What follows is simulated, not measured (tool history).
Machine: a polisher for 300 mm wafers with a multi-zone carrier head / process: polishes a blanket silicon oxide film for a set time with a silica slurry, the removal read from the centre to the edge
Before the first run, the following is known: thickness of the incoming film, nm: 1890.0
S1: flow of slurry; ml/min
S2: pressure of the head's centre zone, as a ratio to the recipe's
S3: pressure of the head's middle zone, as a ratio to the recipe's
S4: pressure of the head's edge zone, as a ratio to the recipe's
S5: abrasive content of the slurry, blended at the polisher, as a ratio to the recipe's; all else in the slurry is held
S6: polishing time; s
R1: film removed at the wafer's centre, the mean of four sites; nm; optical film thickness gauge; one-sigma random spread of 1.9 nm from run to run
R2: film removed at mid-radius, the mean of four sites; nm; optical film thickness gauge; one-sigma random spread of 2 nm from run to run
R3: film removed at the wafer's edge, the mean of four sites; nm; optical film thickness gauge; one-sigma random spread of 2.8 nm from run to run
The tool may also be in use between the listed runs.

run,day,S1,S2,S3,S4,S5,S6,R1,R2,R3
1,0,240,1,1,1,1,79,310.04,314.29,308.82
2,0.179,240,1,1.03,1,1,79,312.42,318,317.25
3,0.425,230,0.95,1.05,0.97,0.85,75,267.9,291.91,274.08
4,0.533,220,0.91,1.06,0.99,0.75,70,226.41,262.97,246.84
5,0.567,220,0.91,1,0.99,0.75,70,227.35,250.89,254.34
6,0.667,195,0.91,1,0.99,0.75,70,225.42,246.53,243.76
7,1.012,195,0.88,1.02,0.99,0.7,67,205,237.25,235.12
8,1.254,190,0.86,1.04,0.98,0.65,65,187.72,225.05,213.23
9,1.442,185,0.85,1.05,0.98,0.6,65,177.2,221.46,210.05
10,1.779,180,0.84,1.05,0.97,0.6,65,179.24,217.57,211.95

Run 11 has not been measured yet. What should we expect?
11,1.971,180,0.83,1.07,0.97,0.55,65,?,?,?

Logged for run 11: R1 167.79 nm, R2 214.7 nm, R3 206.95 nm.
